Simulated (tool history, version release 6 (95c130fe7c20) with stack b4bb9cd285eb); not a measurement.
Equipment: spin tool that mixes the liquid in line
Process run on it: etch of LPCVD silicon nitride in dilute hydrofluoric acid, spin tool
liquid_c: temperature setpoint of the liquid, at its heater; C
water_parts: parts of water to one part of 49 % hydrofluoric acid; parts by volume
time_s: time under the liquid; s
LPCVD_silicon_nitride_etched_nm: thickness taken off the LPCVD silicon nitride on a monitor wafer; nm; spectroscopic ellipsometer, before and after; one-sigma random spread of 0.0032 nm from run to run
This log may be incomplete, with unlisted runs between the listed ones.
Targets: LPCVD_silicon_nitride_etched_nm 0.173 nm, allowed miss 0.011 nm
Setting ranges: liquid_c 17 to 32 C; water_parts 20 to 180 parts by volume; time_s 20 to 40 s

| run | hour | liquid_c | water_parts | time_s | LPCVD_silicon_nitride_etched_nm |
|---|---|---|---|---|---|
| 1 | 0 | 24 | 100 | 40 | 0.26351 |
| 2 | 8.2 | 24 | 70 | 40 | 0.37089 |
| 3 | 13.2 | 27 | 70 | 40 | 0.44212 |
| 4 | 14.9 | 27 | 70 | 40 | 0.43624 |
| 5 | 18.4 | 27 | 95 | 40 | 0.32722 |
| 6 | 27 | 25.5 | 100 | 40 | 0.28179 |
| 7 | 33.9 | 24 | 100 | 40 | 0.26304 |
| 8 | 36.2 | 24 | 100 | 40 | 0.26076 |
| 9 | 38.7 | 23 | 100 | 40 | 0.24593 |
| 10 | 40 | 22 | 100 | 40 | 0.23141 |
| 11 | 45.5 | 21 | 100 | 40 | 0.20802 |
| 12 | 46.4 | 20.5 | 100 | 40 | 0.20435 |
| 13 | 54.1 | 20 | 100 | 40 | 0.19418 |
| 14 | 60.2 | 19.5 | 100 | 40 | 0.19104 |
| 15 | 69.2 | 19 | 100 | 40 | 0.18118 |

Which single option among these 4 for the next run brings every result within its allowed miss of target? Just one does.
| A | 78.2 | 18 | 90 | 40 | ? |
| B | 78.2 | 20 | 115 | 40 | ? |
| C | 78.2 | 18.5 | 90 | 40 | ? |
| D | 78.2 | 18 | 40 | 20 | ? |

| move | LPCVD_silicon_nitride_etched_nm |
|---|---|
| A | 0.18872 |
| B | 0.17052 |
| C | 0.19538 |
| D | 0.20726 |
A: misses by more than the last run did
B: meets every target
C: misses by more than the last run did
D: misses by more than the last run did
So the answer is move B, the one that meets all the targets.

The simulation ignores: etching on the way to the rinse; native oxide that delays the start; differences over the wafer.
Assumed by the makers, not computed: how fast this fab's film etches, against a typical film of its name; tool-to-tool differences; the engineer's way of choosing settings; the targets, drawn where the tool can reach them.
